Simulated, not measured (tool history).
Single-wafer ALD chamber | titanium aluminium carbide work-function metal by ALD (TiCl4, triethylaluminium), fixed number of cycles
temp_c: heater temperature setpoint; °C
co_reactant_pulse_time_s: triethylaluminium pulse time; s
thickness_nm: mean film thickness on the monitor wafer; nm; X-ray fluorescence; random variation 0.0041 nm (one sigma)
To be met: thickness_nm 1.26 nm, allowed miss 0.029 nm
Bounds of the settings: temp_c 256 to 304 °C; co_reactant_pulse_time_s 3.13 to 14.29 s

run	hour	temp_c	co_reactant_pulse_time_s	thickness_nm
1	0	280	8.71	1.636
2	4.5	272	6.81	1.4668
3	7.6	280	6.81	1.5172
4	14.4	274	5.71	1.341
5	21.3	274	3.56	0.78647
6	28.1	273	4.41	1.0743
7	34.3	268	4.57	1.0981
8	40.3	265	4.7	1.1065
9	42.9	263	4.95	1.1517
10	43.9	262	7.74	1.4702
11	50.2	261	7.26	1.4377
12	58.8	261	6.85	1.3955
13	59.5	256	4.06	0.89259
14	66.5	269	4.21	0.98723
15	72.5	281	6.44	1.4901
16	74.4	271	6.35	1.4166
17	83.1	268	6.16	1.3734
18	83.8	256	5.05	1.1352
19	88.3	256	5.34	1.1891
20	90.8	256	5.5	1.2118

Which of these 5 next moves meets every target?
A	93.3	267	5.09	?
B	93.3	256	5.4	?
C	93.3	256	5.84	?
D	93.3	256	4.81	?
E	93.3	256	5.1	?

move	thickness_nm
A	1.2035
B	1.2017
C	1.2669
D	1.0907
E	1.1491
A: further off than the last run
B: further off than the last run
C: meets every target
D: further off than the last run
E: further off than the last run
Answer: C

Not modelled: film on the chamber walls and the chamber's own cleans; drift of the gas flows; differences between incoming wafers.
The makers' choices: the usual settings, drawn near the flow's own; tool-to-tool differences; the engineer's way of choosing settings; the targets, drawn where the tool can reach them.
